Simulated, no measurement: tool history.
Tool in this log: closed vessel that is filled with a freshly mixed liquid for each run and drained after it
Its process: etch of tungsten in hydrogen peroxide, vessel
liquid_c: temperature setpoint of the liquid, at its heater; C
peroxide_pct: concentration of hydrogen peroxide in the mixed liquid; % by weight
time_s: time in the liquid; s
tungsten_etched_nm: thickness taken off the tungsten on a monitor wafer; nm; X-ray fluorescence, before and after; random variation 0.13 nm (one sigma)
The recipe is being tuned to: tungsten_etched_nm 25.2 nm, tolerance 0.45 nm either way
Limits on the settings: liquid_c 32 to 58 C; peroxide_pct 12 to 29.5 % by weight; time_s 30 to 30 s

run  hour  liquid_c  peroxide_pct  time_s  tungsten_etched_nm
  1     0        42            20      30              32.485
  2   7.8        42          22.5      30              34.758
  3  16.6        42          20.5      30              33.168
  4  19.8        42          20.5      30              33.132
  5  20.6        41          20.5      30              31.202
  6  26.3      40.5          20.5      30              30.096
  7  33.5        40          20.5      30              29.215
  8  39.1      39.5          20.5      30              28.273
  9  48.1        39          20.5      30              27.273
 10  54.9      38.5          20.5      30              26.138

Which of these 5 next moves meets every target?
  A  61.7        39          21.5      30                   ?
  B  61.7        40          16.5      30                   ?
  C  61.7      37.5          21.5      30                   ?
  D  61.7        37          20.5      30                   ?
  E  61.7      38.5            22      30                   ?

move  tungsten_etched_nm
   A              27.903
   B              26.074
   C              25.308
   D              23.916
   E              27.325
A: the biggest miss grows against the last run
B: gains on the last run, yet a result remains outside its allowed miss
C: in spec on every target
D: carries the result that was furthest off beyond its target, to the other side
E: the biggest miss grows against the last run
Correct choice: C, which meets every target

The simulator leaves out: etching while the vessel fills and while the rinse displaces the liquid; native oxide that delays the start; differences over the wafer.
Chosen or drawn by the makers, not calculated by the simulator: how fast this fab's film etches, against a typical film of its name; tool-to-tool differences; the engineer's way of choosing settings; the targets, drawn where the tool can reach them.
